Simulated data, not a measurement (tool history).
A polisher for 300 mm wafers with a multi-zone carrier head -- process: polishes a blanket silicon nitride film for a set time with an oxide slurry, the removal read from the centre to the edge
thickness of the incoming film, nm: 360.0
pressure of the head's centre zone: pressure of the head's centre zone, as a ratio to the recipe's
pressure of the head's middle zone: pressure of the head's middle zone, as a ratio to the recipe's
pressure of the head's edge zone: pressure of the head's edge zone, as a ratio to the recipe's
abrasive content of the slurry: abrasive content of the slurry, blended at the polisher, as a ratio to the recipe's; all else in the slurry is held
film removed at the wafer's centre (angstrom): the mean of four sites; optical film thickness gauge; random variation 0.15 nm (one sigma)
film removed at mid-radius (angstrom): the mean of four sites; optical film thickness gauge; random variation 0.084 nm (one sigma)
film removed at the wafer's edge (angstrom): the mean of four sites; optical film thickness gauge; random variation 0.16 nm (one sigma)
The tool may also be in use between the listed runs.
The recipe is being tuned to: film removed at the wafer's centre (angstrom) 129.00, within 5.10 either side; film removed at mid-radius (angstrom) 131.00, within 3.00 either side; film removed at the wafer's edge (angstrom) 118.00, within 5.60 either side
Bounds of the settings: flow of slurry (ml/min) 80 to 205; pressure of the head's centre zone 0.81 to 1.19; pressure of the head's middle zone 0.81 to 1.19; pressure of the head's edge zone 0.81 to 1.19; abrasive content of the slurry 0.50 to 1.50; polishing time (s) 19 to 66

run	day	flow of slurry (ml/min)	pressure of the head's centre zone	pressure of the head's middle zone	pressure of the head's edge zone	abrasive content of the slurry	polishing time (s)	film removed at the wafer's centre (angstrom)	film removed at mid-radius (angstrom)	film removed at the wafer's edge (angstrom)
1	0.000	135	1.00	1.00	1.00	1.00	42	165.77	190.37	185.57
2	0.025	135	1.00	0.95	1.00	1.00	42	164.77	181.45	184.12
3	0.358	120	1.00	0.95	1.00	1.00	42	161.63	179.29	184.44
4	0.583	140	1.01	0.95	0.96	0.90	40	152.67	166.80	164.46
5	0.708	145	1.02	0.94	0.93	0.80	39	144.79	156.87	151.79
6	0.742	145	1.04	0.93	0.90	0.75	39	145.20	152.69	149.17
7	0.979	155	1.05	0.93	0.88	0.70	38	139.27	144.94	135.28
8	1.292	160	1.05	0.93	0.87	0.65	38	137.45	141.04	133.54

Pick the move, out of 5, that brings all results within their allowed miss; only one does.
A	1.604	205	1.12	0.99	0.87	0.50	36	?	?	?
B	1.604	135	0.96	0.95	0.88	0.65	42	?	?	?
C	1.604	150	1.04	0.81	0.96	0.55	42	?	?	?
D	1.604	195	1.19	1.06	0.81	0.70	34	?	?	?
E	1.604	175	1.17	0.91	0.83	0.60	38	?	?	?

move	film removed at the wafer's centre (angstrom)	film removed at mid-radius (angstrom)	film removed at the wafer's edge (angstrom)
A	127.56	130.28	115.47
B	133.04	154.66	144.64
C	137.19	128.70	142.75
D	145.06	147.61	119.72
E	147.88	135.00	126.51
A: hits every target within its allowed miss
B: further off than the last run
C: gets the furthest-off result to its target, but another result is out of tolerance
D: further off than the last run
E: further off than the last run
A meets every target.
